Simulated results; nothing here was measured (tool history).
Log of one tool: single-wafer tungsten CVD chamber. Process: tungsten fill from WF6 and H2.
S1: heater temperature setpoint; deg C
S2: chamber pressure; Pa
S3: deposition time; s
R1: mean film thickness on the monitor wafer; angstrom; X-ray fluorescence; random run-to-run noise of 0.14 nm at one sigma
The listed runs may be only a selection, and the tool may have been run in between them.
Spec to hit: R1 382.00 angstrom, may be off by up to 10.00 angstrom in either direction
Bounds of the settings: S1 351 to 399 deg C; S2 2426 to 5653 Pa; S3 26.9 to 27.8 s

run  hour   S1    S2    S3      R1
  1   0.0  375  4040  26.9  454.84
  2   1.8  370  4040  26.9  412.98
  3   9.6  374  4040  26.9  445.45
  4  10.9  374  3400  26.9  405.95
  5  17.8  373  3400  26.9  397.36
  6  20.1  373  3400  27.8  411.84
  7  28.0  372  3400  27.8  406.08
  8  35.7  371  3400  27.8  400.30

Which of these 5 next moves meets every target?
  A  43.4  375  3226  27.3   ?
  B  43.4  374  2933  27.4   ?
  C  43.4  375  3386  27.8   ?
  D  43.4  377  3026  27.2   ?
  E  43.4  380  3120  26.9   ?

move      R1
   A  407.52
   B  381.23
   C  426.01
   D  406.66
   E  431.70
A: lands further from the targets than the last run did
B: every result within its allowed miss
C: lands further from the targets than the last run did
D: lands further from the targets than the last run did
E: lands further from the targets than the last run did
The right move is B.
